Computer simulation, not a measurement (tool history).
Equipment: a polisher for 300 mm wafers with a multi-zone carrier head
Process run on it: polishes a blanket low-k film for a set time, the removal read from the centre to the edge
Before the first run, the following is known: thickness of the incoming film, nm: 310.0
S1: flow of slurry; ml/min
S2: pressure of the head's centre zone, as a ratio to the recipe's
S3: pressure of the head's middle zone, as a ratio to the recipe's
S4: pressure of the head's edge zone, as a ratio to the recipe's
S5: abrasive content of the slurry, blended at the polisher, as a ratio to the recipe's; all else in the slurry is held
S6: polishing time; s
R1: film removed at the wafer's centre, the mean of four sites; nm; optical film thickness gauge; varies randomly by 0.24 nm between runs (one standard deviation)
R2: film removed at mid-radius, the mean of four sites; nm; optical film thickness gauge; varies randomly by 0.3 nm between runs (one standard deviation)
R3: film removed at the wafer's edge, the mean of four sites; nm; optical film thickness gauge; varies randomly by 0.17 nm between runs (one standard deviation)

run,hour,S1,S2,S3,S4,S5,S6,R1,R2,R3
1,0.0,175,1.00,1.00,1.00,1.00,66,33.433,31.589,32.738
2,7.7,175,1.00,1.00,0.96,1.00,66,33.565,31.603,32.008
3,14.7,175,1.00,1.00,1.02,1.00,66,33.421,31.805,32.965
4,16.8,175,1.00,1.00,1.02,1.00,55,27.692,26.157,27.752
5,19.2,170,1.02,1.02,0.98,0.95,55,28.119,26.903,26.419
6,22.0,165,1.03,1.01,0.95,0.90,55,27.495,25.746,25.217
7,24.4,160,1.04,1.01,0.93,0.90,55,27.586,25.758,24.931

Run 8 comes next. What will it give?
8,30.1,155,1.05,1.01,0.91,0.90,55,?,?,?

R1: 27.936 nm
R2: 25.359 nm
R3: 24.379 nm
